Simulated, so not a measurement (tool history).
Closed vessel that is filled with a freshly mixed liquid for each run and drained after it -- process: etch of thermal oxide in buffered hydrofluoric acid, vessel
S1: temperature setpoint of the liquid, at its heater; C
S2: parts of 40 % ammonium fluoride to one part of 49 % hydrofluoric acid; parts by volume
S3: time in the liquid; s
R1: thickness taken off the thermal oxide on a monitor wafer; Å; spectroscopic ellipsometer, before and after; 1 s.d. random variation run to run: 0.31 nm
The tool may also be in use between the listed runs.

| run | hour | S1 | S2 | S3 | R1 |
|---|---|---|---|---|---|
| 1 | 0 | 22 | 16 | 30 | 155.59 |
| 2 | 3.5 | 25 | 16 | 30 | 186.28 |
| 3 | 9.7 | 26.5 | 15 | 30 | 214.55 |
| 4 | 12.7 | 27.5 | 14 | 30 | 241.24 |
| 5 | 21.6 | 28 | 13.5 | 30 | 256.86 |
| 6 | 30 | 28 | 13.5 | 30 | 257.41 |

Predict the results of run 7:
| 7 | 30.5 | 28.5 | 13 | 30 | ? |

Run 7 measured R1 272.39 Å.

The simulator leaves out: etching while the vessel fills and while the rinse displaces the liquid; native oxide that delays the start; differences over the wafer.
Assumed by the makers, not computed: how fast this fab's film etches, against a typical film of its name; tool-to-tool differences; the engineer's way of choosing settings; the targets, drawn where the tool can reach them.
